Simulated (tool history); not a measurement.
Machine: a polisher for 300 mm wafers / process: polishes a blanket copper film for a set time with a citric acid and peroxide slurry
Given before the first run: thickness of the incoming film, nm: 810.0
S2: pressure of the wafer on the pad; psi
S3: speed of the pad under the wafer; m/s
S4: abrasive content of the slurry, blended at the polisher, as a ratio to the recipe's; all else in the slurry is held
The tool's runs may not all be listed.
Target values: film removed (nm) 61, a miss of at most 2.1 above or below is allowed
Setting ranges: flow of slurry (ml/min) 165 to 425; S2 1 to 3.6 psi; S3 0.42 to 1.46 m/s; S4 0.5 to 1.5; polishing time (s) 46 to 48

{"run": 1, "day": 0.0, "flow of slurry (ml/min)": 275, "S2": 2.3, "S3": 0.94, "S4": 1, "polishing time (s)": 46, "film removed (nm)": 68.807}
{"run": 2, "day": 0.204, "flow of slurry (ml/min)": 275, "S2": 2.3, "S3": 0.94, "S4": 1.1, "polishing time (s)": 46, "film removed (nm)": 69.508}
{"run": 3, "day": 0.271, "flow of slurry (ml/min)": 275, "S2": 1.9, "S3": 0.94, "S4": 1.1, "polishing time (s)": 46, "film removed (nm)": 57.23}
{"run": 4, "day": 0.458, "flow of slurry (ml/min)": 275, "S2": 1.9, "S3": 0.94, "S4": 1.1, "polishing time (s)": 46, "film removed (nm)": 57.595}
{"run": 5, "day": 0.617, "flow of slurry (ml/min)": 275, "S2": 1.5, "S3": 0.94, "S4": 1.1, "polishing time (s)": 46, "film removed (nm)": 46.134}
{"run": 6, "day": 0.867, "flow of slurry (ml/min)": 275, "S2": 1.6, "S3": 0.94, "S4": 1.1, "polishing time (s)": 46, "film removed (nm)": 48.882}
{"run": 7, "day": 1.096, "flow of slurry (ml/min)": 275, "S2": 1.7, "S3": 0.94, "S4": 1.1, "polishing time (s)": 46, "film removed (nm)": 50.927}
{"run": 8, "day": 1.383, "flow of slurry (ml/min)": 275, "S2": 1.8, "S3": 0.94, "S4": 1.1, "polishing time (s)": 46, "film removed (nm)": 54.884}
{"run": 9, "day": 1.688, "flow of slurry (ml/min)": 275, "S2": 1.9, "S3": 0.94, "S4": 1.1, "polishing time (s)": 46, "film removed (nm)": 57.015}

5 next moves are on the table. One of them brings every result within its allowed miss. Which?
{"run": "A", "day": 1.992, "flow of slurry (ml/min)": 205, "S2": 1.6, "S3": 1.02, "S4": 1.3, "polishing time (s)": 46, "film removed (nm)": "?"}
{"run": "B", "day": 1.992, "flow of slurry (ml/min)": 265, "S2": 1.8, "S3": 0.96, "S4": 0.95, "polishing time (s)": 46, "film removed (nm)": "?"}
{"run": "C", "day": 1.992, "flow of slurry (ml/min)": 260, "S2": 1.8, "S3": 0.88, "S4": 1.15, "polishing time (s)": 46, "film removed (nm)": "?"}
{"run": "D", "day": 1.992, "flow of slurry (ml/min)": 275, "S2": 1.6, "S3": 0.96, "S4": 1.15, "polishing time (s)": 48, "film removed (nm)": "?"}
{"run": "E", "day": 1.992, "flow of slurry (ml/min)": 240, "S2": 2, "S3": 1.02, "S4": 0.9, "polishing time (s)": 46, "film removed (nm)": "?"}

move=A film_removed_(nm)=52.441
move=B film_removed_(nm)=54.912
move=C film_removed_(nm)=53.076
move=D film_removed_(nm)=53.299
move=E film_removed_(nm)=62.214
A: moves away from the targets compared with the last run
B: moves away from the targets compared with the last run
C: moves away from the targets compared with the last run
D: moves away from the targets compared with the last run
E: all results land within tolerance of their targets
The move that meets every target is E.
